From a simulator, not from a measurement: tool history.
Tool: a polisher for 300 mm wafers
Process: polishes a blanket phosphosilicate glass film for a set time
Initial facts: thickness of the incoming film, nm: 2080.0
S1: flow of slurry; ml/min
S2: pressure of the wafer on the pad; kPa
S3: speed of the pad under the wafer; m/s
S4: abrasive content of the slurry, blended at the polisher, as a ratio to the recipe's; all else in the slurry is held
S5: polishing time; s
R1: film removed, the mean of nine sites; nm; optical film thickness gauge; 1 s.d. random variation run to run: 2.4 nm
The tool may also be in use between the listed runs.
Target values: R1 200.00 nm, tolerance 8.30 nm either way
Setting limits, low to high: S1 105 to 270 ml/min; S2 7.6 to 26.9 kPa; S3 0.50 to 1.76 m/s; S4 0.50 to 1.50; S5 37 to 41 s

run	hour	S1	S2	S3	S4	S5	R1
1	0.0	175	17.2	1.12	1.00	41	318.08
2	3.8	175	16.5	1.12	1.00	41	306.87
3	7.6	175	15.9	1.12	1.00	41	299.31
4	8.5	175	15.2	1.12	1.00	41	298.06
5	11.7	175	14.5	1.10	1.00	41	281.53
6	20.4	190	14.5	1.10	1.00	41	287.07
7	21.5	185	13.8	1.10	1.00	41	275.16
8	22.6	185	13.1	1.10	1.00	41	267.50
9	27.0	185	12.4	1.10	1.00	41	260.56
10	33.6	185	11.7	1.10	1.00	41	250.84
# hour 39.3: head pressure recalibrated
11	39.3	185	11.0	1.10	1.00	41	230.01
12	42.2	180	11.0	1.10	1.00	41	232.38

Which of these 5 next moves meets every target?
A	45.1	160	11.0	1.02	0.95	39	?
B	45.1	175	11.0	1.06	1.10	38	?
C	45.1	185	13.8	1.00	1.05	41	?
D	45.1	205	12.4	0.94	0.80	37	?
E	45.1	190	9.0	1.10	0.90	37	?

move	R1
A	196.84
B	216.12
C	247.14
D	174.93
E	178.44
A: each result inside its tolerance
B: closer than the last run, but not yet in spec
C: moves away from the targets compared with the last run
D: moves the result that the last run missed by most past its target, out the other side
E: moves the result that the last run missed by most past its target, out the other side
Correct choice: A, which meets every target
